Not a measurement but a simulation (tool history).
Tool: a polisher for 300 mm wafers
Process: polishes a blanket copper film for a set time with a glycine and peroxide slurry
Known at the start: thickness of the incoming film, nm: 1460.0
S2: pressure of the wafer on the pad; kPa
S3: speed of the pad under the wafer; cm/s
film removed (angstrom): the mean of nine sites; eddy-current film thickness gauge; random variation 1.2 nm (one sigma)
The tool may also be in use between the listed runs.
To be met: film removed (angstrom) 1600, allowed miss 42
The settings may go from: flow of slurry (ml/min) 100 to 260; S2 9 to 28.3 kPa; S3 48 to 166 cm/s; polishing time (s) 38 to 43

Run 1, hour 0: flow of slurry (ml/min) 165, S2 18.6 kPa, S3 106 cm/s, polishing time (s) 43. Result: film removed (angstrom) 2873.2.
Run 2, hour 2.1: flow of slurry (ml/min) 165, S2 18.6 kPa, S3 96 cm/s, polishing time (s) 43. Result: film removed (angstrom) 2611.4.
Run 3, hour 9: flow of slurry (ml/min) 165, S2 18.6 kPa, S3 108 cm/s, polishing time (s) 43. Result: film removed (angstrom) 2911.2.
Run 4, hour 11.1: flow of slurry (ml/min) 165, S2 18.6 kPa, S3 108 cm/s, polishing time (s) 43. Result: film removed (angstrom) 2875.3.
Run 5, hour 12: flow of slurry (ml/min) 160, S2 15.9 kPa, S3 104 cm/s, polishing time (s) 43. Result: film removed (angstrom) 2487.6.
Run 6, hour 14.2: flow of slurry (ml/min) 155, S2 13.8 kPa, S3 100 cm/s, polishing time (s) 43. Result: film removed (angstrom) 2162.5.
Run 7, hour 18.8: flow of slurry (ml/min) 150, S2 12.4 kPa, S3 98 cm/s, polishing time (s) 43. Result: film removed (angstrom) 1974.9.
Run 8, hour 21.6: flow of slurry (ml/min) 145, S2 11.7 kPa, S3 98 cm/s, polishing time (s) 43. Result: film removed (angstrom) 1870.
Run 9, hour 27.3: flow of slurry (ml/min) 135, S2 11 kPa, S3 98 cm/s, polishing time (s) 43. Result: film removed (angstrom) 1755.4.
Run 10, hour 32.4: flow of slurry (ml/min) 125, S2 11 kPa, S3 98 cm/s, polishing time (s) 43. Result: film removed (angstrom) 1751.6.
Run 11, hour 34.7: flow of slurry (ml/min) 120, S2 9 kPa, S3 98 cm/s, polishing time (s) 43. Result: film removed (angstrom) 1497.6.

5 next moves are on the table. One of them brings every result within its allowed miss. Which?
Run A, hour 37: flow of slurry (ml/min) 120, S2 9.7 kPa, S3 108 cm/s, polishing time (s) 41. Result: film removed (angstrom) ?.
Run B, hour 37: flow of slurry (ml/min) 140, S2 9 kPa, S3 90 cm/s, polishing time (s) 39. Result: film removed (angstrom) ?.
Run C, hour 37: flow of slurry (ml/min) 105, S2 9.7 kPa, S3 90 cm/s, polishing time (s) 42. Result: film removed (angstrom) ?.
Run D, hour 37: flow of slurry (ml/min) 110, S2 9 kPa, S3 94 cm/s, polishing time (s) 42. Result: film removed (angstrom) ?.
Run E, hour 37: flow of slurry (ml/min) 135, S2 9 kPa, S3 100 cm/s, polishing time (s) 39. Result: film removed (angstrom) ?.

move  film removed (angstrom)
   A                   1632.7
   B                     1351
   C                   1417.1
   D                     1414
   E                   1441.5
A: meets every target
B: further off than the last run
C: further off than the last run
D: further off than the last run
E: further off than the last run
The right move is A.
